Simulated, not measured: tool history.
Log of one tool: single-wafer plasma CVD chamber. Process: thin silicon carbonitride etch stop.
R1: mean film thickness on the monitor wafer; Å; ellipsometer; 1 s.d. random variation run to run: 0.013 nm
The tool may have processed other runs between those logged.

{"run": 1, "day": 0.0, "RF power (W)": 190, "deposition time (s)": 7.31, "R1": 42.313}
{"run": 2, "day": 0.283, "RF power (W)": 200, "deposition time (s)": 7.36, "R1": 42.971}
{"run": 3, "day": 0.5, "RF power (W)": 205, "deposition time (s)": 7.45, "R1": 43.968}
{"run": 4, "day": 0.804, "RF power (W)": 215, "deposition time (s)": 7.45, "R1": 44.357}
{"run": 5, "day": 0.875, "RF power (W)": 195, "deposition time (s)": 7.45, "R1": 43.232}
{"run": 6, "day": 0.971, "RF power (W)": 195, "deposition time (s)": 7, "R1": 40.556}

For run 7, what comes out?
{"run": 7, "day": 1.229, "RF power (W)": 205, "deposition time (s)": 7.17, "R1": "?"}

R1: 42.249 Å

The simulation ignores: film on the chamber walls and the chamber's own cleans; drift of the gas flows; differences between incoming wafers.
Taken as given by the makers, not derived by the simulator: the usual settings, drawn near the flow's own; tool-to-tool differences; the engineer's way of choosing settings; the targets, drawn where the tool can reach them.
